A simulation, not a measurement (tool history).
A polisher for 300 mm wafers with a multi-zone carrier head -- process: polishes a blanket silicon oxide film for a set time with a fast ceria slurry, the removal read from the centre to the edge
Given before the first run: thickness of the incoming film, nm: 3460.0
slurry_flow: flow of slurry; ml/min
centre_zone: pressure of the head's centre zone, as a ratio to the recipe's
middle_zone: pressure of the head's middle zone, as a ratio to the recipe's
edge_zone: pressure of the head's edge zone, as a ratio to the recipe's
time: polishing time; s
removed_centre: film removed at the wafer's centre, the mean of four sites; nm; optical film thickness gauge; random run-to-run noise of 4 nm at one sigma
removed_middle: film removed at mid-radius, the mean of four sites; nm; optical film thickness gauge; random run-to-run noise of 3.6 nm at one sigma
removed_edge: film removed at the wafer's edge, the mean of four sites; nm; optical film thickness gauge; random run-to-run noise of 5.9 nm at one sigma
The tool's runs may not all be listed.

Run 1, hour 0.0: slurry_flow 160 ml/min, centre_zone 1.00, middle_zone 1.00, edge_zone 1.00, time 69 s. Result: removed_centre 876.78 nm, removed_middle 888.44 nm, removed_edge 863.14 nm.
Run 2, hour 6.1: slurry_flow 155 ml/min, centre_zone 0.99, middle_zone 0.97, edge_zone 0.96, time 60 s. Result: removed_centre 741.24 nm, removed_middle 750.45 nm, removed_edge 746.95 nm.
Run 3, hour 15.0: slurry_flow 155 ml/min, centre_zone 0.94, middle_zone 0.97, edge_zone 0.96, time 60 s. Result: removed_centre 703.17 nm, removed_middle 745.78 nm, removed_edge 750.04 nm.
Run 4, hour 22.2: slurry_flow 155 ml/min, centre_zone 0.94, middle_zone 1.03, edge_zone 0.96, time 60 s. Result: removed_centre 706.10 nm, removed_middle 786.70 nm, removed_edge 734.47 nm.
Run 5, hour 29.3: slurry_flow 155 ml/min, centre_zone 0.94, middle_zone 1.03, edge_zone 1.02, time 60 s. Result: removed_centre 710.15 nm, removed_middle 784.55 nm, removed_edge 758.14 nm.
Run 6, hour 36.0: slurry_flow 155 ml/min, centre_zone 0.94, middle_zone 1.03, edge_zone 0.96, time 60 s. Result: removed_centre 703.74 nm, removed_middle 782.56 nm, removed_edge 746.20 nm.
Run 7, hour 37.4: slurry_flow 155 ml/min, centre_zone 0.94, middle_zone 1.03, edge_zone 0.96, time 60 s. Result: removed_centre 708.24 nm, removed_middle 787.73 nm, removed_edge 737.95 nm.
Run 8, hour 42.9: slurry_flow 150 ml/min, centre_zone 0.96, middle_zone 1.00, edge_zone 0.94, time 53 s. Result: removed_centre 638.29 nm, removed_middle 672.58 nm, removed_edge 639.66 nm.
Run 9, hour 50.2: slurry_flow 140 ml/min, centre_zone 0.96, middle_zone 0.98, edge_zone 0.92, time 50 s. Result: removed_centre 593.12 nm, removed_middle 622.88 nm, removed_edge 611.89 nm.
Run 10, hour 53.1: slurry_flow 140 ml/min, centre_zone 0.97, middle_zone 0.97, edge_zone 0.90, time 46 s. Result: removed_centre 545.57 nm, removed_middle 558.68 nm, removed_edge 551.59 nm.
Run 11, hour 55.9: slurry_flow 140 ml/min, centre_zone 0.97, middle_zone 0.97, edge_zone 0.90, time 46 s. Result: removed_centre 554.25 nm, removed_middle 579.92 nm, removed_edge 560.50 nm.
Run 12, hour 64.1: slurry_flow 135 ml/min, centre_zone 0.98, middle_zone 0.95, edge_zone 0.88, time 44 s. Result: removed_centre 529.49 nm, removed_middle 530.88 nm, removed_edge 519.93 nm.
Run 13, hour 64.9: slurry_flow 130 ml/min, centre_zone 0.98, middle_zone 0.94, edge_zone 0.86, time 44 s. Result: removed_centre 533.03 nm, removed_middle 528.02 nm, removed_edge 515.34 nm.

Expected results for the next run?
Run 14, hour 71.7: slurry_flow 125 ml/min, centre_zone 0.97, middle_zone 0.93, edge_zone 0.85, time 43 s. Result: removed_centre ?, removed_middle ?, removed_edge ?.

{"run 14": {"removed_centre": 505.47, "removed_middle": 509.15, "removed_edge": 490.25}}
